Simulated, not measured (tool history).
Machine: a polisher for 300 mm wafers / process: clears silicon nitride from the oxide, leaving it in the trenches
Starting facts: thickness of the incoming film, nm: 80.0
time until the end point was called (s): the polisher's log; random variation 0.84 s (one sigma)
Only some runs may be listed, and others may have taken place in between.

run	hour	flow of slurry (ml/min)	pressure of the wafer on the pad (psi)	speed of the pad under the wafer (cm/s)	overpolish time after the end point (s)	time until the end point was called (s)
1	0	290	3.2	102	6	86.02
2	2.5	290	3.2	84	6	101.5
3	7.1	290	3.7	92	6	83.104
4	11.8	290	3.7	72	6	105.14
5	17.1	290	3.7	72	6	104.85
6	21.2	290	3.2	72	6	117.91
7	28.5	305	4.1	100	6	67.934

What will run 8 give?
8	31.3	305	4.4	104	6	?

{"run 8": {"time until the end point was called (s)": 62.275}}
